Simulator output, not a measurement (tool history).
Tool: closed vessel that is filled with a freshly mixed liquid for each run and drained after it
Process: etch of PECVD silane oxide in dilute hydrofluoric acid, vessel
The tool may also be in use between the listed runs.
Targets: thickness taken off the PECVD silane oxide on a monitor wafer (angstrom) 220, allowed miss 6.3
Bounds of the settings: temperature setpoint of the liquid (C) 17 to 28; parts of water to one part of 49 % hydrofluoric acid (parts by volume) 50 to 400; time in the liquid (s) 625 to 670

run,hour,temperature setpoint of the liquid (C),parts of water to one part of 49 % hydrofluoric acid (parts by volume),time in the liquid (s),thickness taken off the PECVD silane oxide on a monitor wafer (angstrom)
1,0,20,225,625,353.3
2,4.6,20,155,625,542.46
3,9.3,19.5,175,625,468.58
4,18.1,19,190,625,417.26
5,25.8,19,190,625,415.15
6,29.7,17,190,625,379.82
7,32.1,17,200,625,356.8
8,39.3,17,210,625,340.28
9,46.6,17,220,625,320.88
10,54.3,17,230,625,301.4
11,57.2,17,235,625,297.56
12,60,17,240,625,290.07
13,67.3,17,245,625,283.17
14,72,17,245,625,283.15
15,80.4,17,250,625,279.85
16,84.8,17,255,625,273.18
17,91.6,17,260,625,263.71
18,92.4,17,265,625,257.61
19,97.7,17,270,625,253.57
20,104,17,275,625,242.85
21,104.9,17,280,625,239.03
22,113,17,290,625,229.49

4 next moves are on the table. One of them brings every result within its allowed miss. Which?
A,121.1,18,305,670,?
B,121.1,17,315,660,?
C,121.1,17,290,640,?
D,121.1,17,295,660,?

move,thickness taken off the PECVD silane oxide on a monitor wafer (angstrom)
A,240.23
B,218.86
C,235.38
D,237.62
A: further off than the last run
B: meets every target
C: further off than the last run
D: further off than the last run
The right move is B.

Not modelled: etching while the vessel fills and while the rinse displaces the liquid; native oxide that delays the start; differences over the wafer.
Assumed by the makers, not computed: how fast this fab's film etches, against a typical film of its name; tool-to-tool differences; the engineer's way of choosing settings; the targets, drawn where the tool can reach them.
